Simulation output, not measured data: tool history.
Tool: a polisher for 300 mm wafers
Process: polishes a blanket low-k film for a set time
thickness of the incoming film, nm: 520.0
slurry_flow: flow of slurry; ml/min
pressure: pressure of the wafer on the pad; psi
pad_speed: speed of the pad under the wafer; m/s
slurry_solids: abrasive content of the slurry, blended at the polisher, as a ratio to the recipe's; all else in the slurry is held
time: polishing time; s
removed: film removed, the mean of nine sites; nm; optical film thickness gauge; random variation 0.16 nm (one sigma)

| run | hour | slurry_flow | pressure | pad_speed | slurry_solids | time | removed |
|---|---|---|---|---|---|---|---|
| 1 | 0.0 | 135 | 2.3 | 1.28 | 1.0 | 25 | 13.302 |
| 2 | 6.6 | 105 | 2.3 | 1.28 | 1.0 | 25 | 12.704 |
| 3 | 7.2 | 80 | 2.3 | 1.28 | 1.0 | 25 | 11.614 |
| 4 | 16.0 | 100 | 2.3 | 1.28 | 1.0 | 25 | 12.673 |
| 5 | 20.0 | 100 | 2.3 | 1.52 | 1.0 | 25 | 14.210 |
| 6 | 27.2 | 100 | 2.0 | 1.52 | 1.0 | 25 | 12.812 |

The next listed run, before its measurement:
| 7 | 32.1 | 125 | 2.2 | 1.52 | 1.0 | 25 | ? |

removed: 14.688 nm
